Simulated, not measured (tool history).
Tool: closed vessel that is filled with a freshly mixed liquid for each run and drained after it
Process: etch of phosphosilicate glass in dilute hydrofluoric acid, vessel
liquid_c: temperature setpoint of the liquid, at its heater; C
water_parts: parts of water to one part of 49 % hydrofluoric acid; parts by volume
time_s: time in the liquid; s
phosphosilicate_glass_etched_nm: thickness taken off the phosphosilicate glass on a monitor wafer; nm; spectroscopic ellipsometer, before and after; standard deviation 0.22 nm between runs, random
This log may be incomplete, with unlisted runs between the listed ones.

run	hour	liquid_c	water_parts	time_s	phosphosilicate_glass_etched_nm
1	0.0	26.0	195	175	92.079
2	6.6	24.5	195	175	86.614
3	13.2	24.5	145	175	123.220
4	15.1	27.0	145	175	135.760
5	23.9	25.0	160	175	112.380
# hour 28.4: thermometer replaced
6	28.4	25.0	160	190	114.340

Estimate the outcome of run 7 from the log above:
7	33.7	23.5	170	190	?

phosphosilicate_glass_etched_nm: 100.600 nm

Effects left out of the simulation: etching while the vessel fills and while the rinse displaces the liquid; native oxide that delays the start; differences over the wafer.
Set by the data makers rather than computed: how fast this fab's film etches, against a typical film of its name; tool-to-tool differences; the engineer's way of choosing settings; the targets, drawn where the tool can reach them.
